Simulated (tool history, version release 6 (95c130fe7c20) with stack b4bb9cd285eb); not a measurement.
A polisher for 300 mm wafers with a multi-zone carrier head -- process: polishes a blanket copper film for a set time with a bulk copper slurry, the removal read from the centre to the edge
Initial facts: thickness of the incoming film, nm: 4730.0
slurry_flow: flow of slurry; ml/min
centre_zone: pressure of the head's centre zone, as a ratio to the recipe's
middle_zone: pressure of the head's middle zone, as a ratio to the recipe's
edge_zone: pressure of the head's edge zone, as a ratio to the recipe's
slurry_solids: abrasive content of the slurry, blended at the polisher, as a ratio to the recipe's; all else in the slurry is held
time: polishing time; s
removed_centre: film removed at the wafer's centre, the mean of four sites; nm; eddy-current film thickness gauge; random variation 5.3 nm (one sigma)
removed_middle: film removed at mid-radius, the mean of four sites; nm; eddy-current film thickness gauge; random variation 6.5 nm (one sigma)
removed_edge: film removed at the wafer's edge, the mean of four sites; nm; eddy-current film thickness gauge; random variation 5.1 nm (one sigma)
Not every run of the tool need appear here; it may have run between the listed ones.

run  hour  slurry_flow  centre_zone  middle_zone  edge_zone  slurry_solids  time  removed_centre  removed_middle  removed_edge
  1     0          310            1            1          1              1    77          496.85          496.53        500.99
  2   2.3          310            1         0.94          1              1    77          499.87          473.24        495.28
  3   5.5          310         0.94         0.94          1              1    77          469.93          460.46        496.45
  4   6.1          310         0.94         0.94       1.07              1    77          474.37             473        516.67
  5  10.2          365         0.94         0.94       1.07              1    77          476.34          485.85        521.98
  6  16.9          365         0.94         0.94       1.07              1    63          392.49          389.56        419.87
  7  20.4          355         0.97         0.94       1.08            1.1    69             456          437.03        482.07
  8  27.6          355            1         0.96       1.09            1.2    73          508.31          487.53        522.59

Run 9 comes next. What will it give?
  9  36.6          345         1.01         0.96        1.1           1.25    77               ?               ?             ?

{"run 9": {"removed_centre": 539.45, "removed_middle": 520.57, "removed_edge": 560.27}}
